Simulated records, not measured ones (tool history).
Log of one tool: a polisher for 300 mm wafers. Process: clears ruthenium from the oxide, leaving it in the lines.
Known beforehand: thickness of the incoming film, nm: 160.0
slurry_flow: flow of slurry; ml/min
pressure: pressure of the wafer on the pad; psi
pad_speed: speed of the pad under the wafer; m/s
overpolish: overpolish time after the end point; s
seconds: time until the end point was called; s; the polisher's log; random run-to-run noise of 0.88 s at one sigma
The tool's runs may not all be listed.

run  hour  slurry_flow  pressure  pad_speed  overpolish  seconds
  1   0.0          185       2.4       1.14          35   125.11
  2   1.5          190       2.7       1.14          35   113.61
  3   9.0          235       2.7       1.14          35   113.20
  4  14.5          190       2.7       1.14          35   114.22
  5  22.7          190       2.9       1.14          35   109.07
  6  29.8          210       2.9       1.14          35   108.62
  7  36.5          210       3.1       1.16          35   102.98

The next listed run, before its measurement:
  8  42.1          210       3.3       1.18          35        ?

seconds: 95.97 s
